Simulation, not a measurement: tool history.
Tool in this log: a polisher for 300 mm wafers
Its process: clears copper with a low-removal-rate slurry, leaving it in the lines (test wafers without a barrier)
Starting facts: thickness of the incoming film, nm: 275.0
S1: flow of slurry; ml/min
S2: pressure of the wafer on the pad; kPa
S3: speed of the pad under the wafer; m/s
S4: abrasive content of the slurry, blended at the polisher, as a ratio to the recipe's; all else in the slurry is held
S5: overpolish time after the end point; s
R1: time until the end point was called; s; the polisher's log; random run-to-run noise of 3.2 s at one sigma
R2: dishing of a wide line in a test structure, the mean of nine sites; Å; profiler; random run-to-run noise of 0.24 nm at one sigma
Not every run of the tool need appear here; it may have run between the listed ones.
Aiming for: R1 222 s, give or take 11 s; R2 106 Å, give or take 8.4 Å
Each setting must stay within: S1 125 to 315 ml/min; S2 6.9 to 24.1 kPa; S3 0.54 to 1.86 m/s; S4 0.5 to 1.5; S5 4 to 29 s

run	day	S1	S2	S3	S4	S5	R1	R2
1	0	205	15.2	1.18	1	15	105.27	194.24
2	0.067	205	15.2	1.28	1	15	96.556	213.18
3	0.408	205	13.8	1.22	1	15	115.18	192.09
4	0.696	160	13.8	1.22	1	15	116.34	189.15
5	0.838	160	12.4	1.18	1	14	135.87	156.84
6	1.212	160	12.4	1.18	1.15	14	129.76	160.45
7	1.575	160	11	1.16	1.15	14	150.13	146.3
8	1.942	160	6.9	1.08	1.15	12	246.3	85.227
9	2.092	160	6.9	1.08	1.15	13	251.21	91.13
10	2.454	160	6.9	1.08	1.15	13	249.27	87.529
11	2.525	160	9	1.08	1.15	16	199.16	131.56
12	2.712	160	8.3	1.08	1.15	15	208.7	114.11

Next run, 4 choices. One meets every target within its allowed miss, the rest don't. Which?
A	2.9	165	8.3	0.96	1.3	11	?	?
B	2.9	185	8.3	0.98	1.1	12	?	?
C	2.9	160	8.3	1.14	1.1	13	?	?
D	2.9	170	8.3	0.98	1.2	14	?	?

move	R1	R2
A	218.13	85.14
B	217.88	91.801
C	192.31	108.87
D	216.55	104.96
A: the worst result of the last run now meets its target, but another is out of spec
B: the worst result of the last run now meets its target, but another is out of spec
C: moves away from the targets compared with the last run
D: each result inside its tolerance
The right move is D.

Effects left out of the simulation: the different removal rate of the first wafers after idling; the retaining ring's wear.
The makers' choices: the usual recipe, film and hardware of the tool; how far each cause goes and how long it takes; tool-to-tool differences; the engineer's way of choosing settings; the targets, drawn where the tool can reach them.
